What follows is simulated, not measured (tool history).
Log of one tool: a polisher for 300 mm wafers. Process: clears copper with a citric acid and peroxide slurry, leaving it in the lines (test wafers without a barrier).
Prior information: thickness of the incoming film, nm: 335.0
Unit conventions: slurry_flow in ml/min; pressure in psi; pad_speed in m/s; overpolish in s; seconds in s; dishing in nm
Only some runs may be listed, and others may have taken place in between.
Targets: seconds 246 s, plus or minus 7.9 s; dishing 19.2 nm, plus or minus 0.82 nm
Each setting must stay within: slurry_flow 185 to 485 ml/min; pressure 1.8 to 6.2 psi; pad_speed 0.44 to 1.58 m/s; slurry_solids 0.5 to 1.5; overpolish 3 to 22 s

{"run": 1, "day": 0.0, "slurry_flow": 310, "pressure": 4, "pad_speed": 1, "slurry_solids": 1, "overpolish": 11, "seconds": 101.62, "dishing": 26.205}
{"run": 2, "day": 0.325, "slurry_flow": 310, "pressure": 3.6, "pad_speed": 0.94, "slurry_solids": 1, "overpolish": 12, "seconds": 120.11, "dishing": 24.505}
{"run": 3, "day": 0.692, "slurry_flow": 310, "pressure": 3.3, "pad_speed": 0.9, "slurry_solids": 1, "overpolish": 13, "seconds": 135.93, "dishing": 23.197}
{"run": 4, "day": 0.942, "slurry_flow": 310, "pressure": 3.3, "pad_speed": 1.1, "slurry_solids": 1, "overpolish": 13, "seconds": 112.98, "dishing": 28.189}
{"run": 5, "day": 1.196, "slurry_flow": 310, "pressure": 3.3, "pad_speed": 1.1, "slurry_solids": 1, "overpolish": 11, "seconds": 110.98, "dishing": 24.619}
{"run": 6, "day": 1.258, "slurry_flow": 305, "pressure": 3, "pad_speed": 1.04, "slurry_solids": 1, "overpolish": 12, "seconds": 128.83, "dishing": 23.068}
{"run": 7, "day": 1.55, "slurry_flow": 300, "pressure": 2.8, "pad_speed": 0.98, "slurry_solids": 1, "overpolish": 13, "seconds": 142.85, "dishing": 21.602}
{"run": 8, "day": 1.762, "slurry_flow": 295, "pressure": 2.6, "pad_speed": 0.94, "slurry_solids": 1, "overpolish": 14, "seconds": 160.87, "dishing": 20.695}
{"run": 9, "day": 1.904, "slurry_flow": 285, "pressure": 2.4, "pad_speed": 0.92, "slurry_solids": 1, "overpolish": 15, "seconds": 179.2, "dishing": 20.596}
{"run": 10, "day": 1.983, "slurry_flow": 270, "pressure": 2.3, "pad_speed": 0.9, "slurry_solids": 1, "overpolish": 16, "seconds": 193.64, "dishing": 20.099}
{"run": 11, "day": 2.146, "slurry_flow": 255, "pressure": 2.2, "pad_speed": 0.9, "slurry_solids": 1, "overpolish": 17, "seconds": 203.34, "dishing": 20.323}
{"run": 12, "day": 2.275, "slurry_flow": 245, "pressure": 2.1, "pad_speed": 0.9, "slurry_solids": 1, "overpolish": 17, "seconds": 212.81, "dishing": 19.596}
{"run": 13, "day": 2.525, "slurry_flow": 235, "pressure": 2.1, "pad_speed": 0.9, "slurry_solids": 1, "overpolish": 17, "seconds": 210.94, "dishing": 19.142}
{"run": 14, "day": 2.742, "slurry_flow": 225, "pressure": 2, "pad_speed": 0.9, "slurry_solids": 1, "overpolish": 17, "seconds": 223.66, "dishing": 19.244}
{"run": 15, "day": 3.046, "slurry_flow": 220, "pressure": 2, "pad_speed": 0.9, "slurry_solids": 1, "overpolish": 17, "seconds": 225.08, "dishing": 18.15}
{"run": 16, "day": 3.35, "slurry_flow": 215, "pressure": 2, "pad_speed": 0.9, "slurry_solids": 1, "overpolish": 17, "seconds": 224.84, "dishing": 19.036}
{"run": 17, "day": 3.508, "slurry_flow": 210, "pressure": 2, "pad_speed": 0.9, "slurry_solids": 1, "overpolish": 17, "seconds": 223.57, "dishing": 18.77}
{"run": 18, "day": 3.817, "slurry_flow": 205, "pressure": 2, "pad_speed": 0.9, "slurry_solids": 1, "overpolish": 17, "seconds": 224.57, "dishing": 18.404}
{"run": 19, "day": 4.162, "slurry_flow": 200, "pressure": 2, "pad_speed": 0.9, "slurry_solids": 1, "overpolish": 17, "seconds": 225.36, "dishing": 18.317}
{"run": 20, "day": 4.388, "slurry_flow": 190, "pressure": 1.9, "pad_speed": 0.9, "slurry_solids": 1, "overpolish": 18, "seconds": 237.84, "dishing": 19}
{"run": 21, "day": 4.642, "slurry_flow": 185, "pressure": 1.9, "pad_speed": 0.9, "slurry_solids": 1, "overpolish": 18, "seconds": 237.97, "dishing": 18.77}
{"run": 22, "day": 4.962, "slurry_flow": 185, "pressure": 1.8, "pad_speed": 0.9, "slurry_solids": 1, "overpolish": 18, "seconds": 246.11, "dishing": 17.446}
{"run": 23, "day": 5.233, "slurry_flow": 185, "pressure": 1.8, "pad_speed": 0.9, "slurry_solids": 1, "overpolish": 18, "seconds": 251.16, "dishing": 17.924}

Which single option among these 5 for the next run brings every result within its allowed miss of target? Just one does.
{"run": "A", "day": 5.504, "slurry_flow": 185, "pressure": 2.7, "pad_speed": 0.6, "slurry_solids": 0.85, "overpolish": 17, "seconds": "?", "dishing": "?"}
{"run": "B", "day": 5.504, "slurry_flow": 185, "pressure": 1.9, "pad_speed": 0.78, "slurry_solids": 1.15, "overpolish": 18, "seconds": "?", "dishing": "?"}
{"run": "C", "day": 5.504, "slurry_flow": 275, "pressure": 2.1, "pad_speed": 0.76, "slurry_solids": 1, "overpolish": 19, "seconds": "?", "dishing": "?"}
{"run": "D", "day": 5.504, "slurry_flow": 185, "pressure": 1.8, "pad_speed": 0.86, "slurry_solids": 1, "overpolish": 21, "seconds": "?", "dishing": "?"}
{"run": "E", "day": 5.504, "slurry_flow": 185, "pressure": 1.9, "pad_speed": 0.82, "slurry_solids": 0.9, "overpolish": 17, "seconds": "?", "dishing": "?"}

move=A seconds=259.28 dishing=16.446
move=B seconds=265.91 dishing=16.756
move=C seconds=247.33 dishing=18.872
move=D seconds=262.04 dishing=19.487
move=E seconds=265.8 dishing=15.903
A: its largest miss is bigger than the last run's
B: its largest miss is bigger than the last run's
C: all results in spec
D: brings the result that was furthest off to its target, and leaves another outside
E: its largest miss is bigger than the last run's
C is the move that brings every result within its allowed miss.

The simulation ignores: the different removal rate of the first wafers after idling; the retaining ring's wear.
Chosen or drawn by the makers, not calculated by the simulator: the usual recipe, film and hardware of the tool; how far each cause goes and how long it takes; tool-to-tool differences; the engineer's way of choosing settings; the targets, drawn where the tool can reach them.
